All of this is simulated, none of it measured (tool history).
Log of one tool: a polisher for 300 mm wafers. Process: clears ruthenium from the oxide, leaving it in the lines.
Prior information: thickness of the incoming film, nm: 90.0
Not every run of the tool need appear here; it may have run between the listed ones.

run	day	flow of slurry (ml/min)	pressure of the wafer on the pad (psi)	speed of the pad under the wafer (cm/s)	overpolish time after the end point (s)	time until the end point was called (s)
1	0	245	2.4	88	9	74.242
2	0.067	245	2.4	72	9	88.247
3	0.171	245	2.3	72	9	94.611
4	0.258	245	2.2	72	9	98.095
5	0.354	275	2.2	72	9	97.61
6	0.571	275	2.2	72	8	96.706

What will run 7 give?
7	0.85	275	2.1	72	8	?

{"run 7": {"time until the end point was called (s)": 101.44}}
